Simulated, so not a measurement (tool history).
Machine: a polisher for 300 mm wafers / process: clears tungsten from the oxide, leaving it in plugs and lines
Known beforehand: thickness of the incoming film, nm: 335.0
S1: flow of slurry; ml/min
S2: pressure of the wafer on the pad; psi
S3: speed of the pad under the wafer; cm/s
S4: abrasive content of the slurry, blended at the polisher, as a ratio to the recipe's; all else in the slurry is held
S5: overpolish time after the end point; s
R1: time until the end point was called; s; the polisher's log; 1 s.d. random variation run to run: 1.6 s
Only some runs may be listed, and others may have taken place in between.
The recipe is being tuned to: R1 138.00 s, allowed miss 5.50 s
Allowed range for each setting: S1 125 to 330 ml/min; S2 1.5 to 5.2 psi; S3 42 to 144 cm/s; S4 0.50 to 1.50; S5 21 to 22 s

run 1 hour=0.0 | S1=210 S2=3.3 S3=92 S4=1.00 S5=21 | R1=100.37
run 2 hour=2.5 | S1=210 S2=3.1 S3=92 S4=1.00 S5=21 | R1=105.30
run 3 hour=8.0 | S1=210 S2=2.9 S3=92 S4=1.00 S5=21 | R1=111.51
run 4 hour=13.5 | S1=245 S2=2.9 S3=92 S4=1.00 S5=21 | R1=109.76
run 5 hour=21.8 | S1=245 S2=2.7 S3=92 S4=1.00 S5=21 | R1=119.78
run 6 hour=30.5 | S1=245 S2=2.6 S3=92 S4=1.00 S5=21 | R1=124.96
-- hour=39.3 slurry blender recalibrated
run 7 hour=39.3 | S1=240 S2=2.3 S3=92 S4=1.00 S5=21 | R1=126.54
run 8 hour=43.9 | S1=240 S2=1.8 S3=90 S4=1.00 S5=21 | R1=158.56
run 9 hour=44.8 | S1=240 S2=1.9 S3=90 S4=1.00 S5=21 | R1=150.67
run 10 hour=48.1 | S1=240 S2=2.0 S3=90 S4=1.00 S5=21 | R1=144.43

Which one of the following 4 next-run settings gets every result inside its allowed miss? There is exactly one.
run A hour=51.4 | S1=255 S2=2.2 S3=82 S4=1.00 S5=22 | R1=?
run B hour=51.4 | S1=245 S2=1.8 S3=108 S4=0.85 S5=22 | R1=?
run C hour=51.4 | S1=215 S2=2.5 S3=92 S4=0.85 S5=21 | R1=?
run D hour=51.4 | S1=230 S2=2.2 S3=94 S4=1.05 S5=22 | R1=?

move=A R1=134.77
move=B R1=147.05
move=C R1=120.13
move=D R1=123.37
A: all results land within tolerance of their targets
B: lands further from the targets than the last run did
C: moves the result that the last run missed by most past its target, out the other side
D: moves the result that the last run missed by most past its target, out the other side
Answer: A

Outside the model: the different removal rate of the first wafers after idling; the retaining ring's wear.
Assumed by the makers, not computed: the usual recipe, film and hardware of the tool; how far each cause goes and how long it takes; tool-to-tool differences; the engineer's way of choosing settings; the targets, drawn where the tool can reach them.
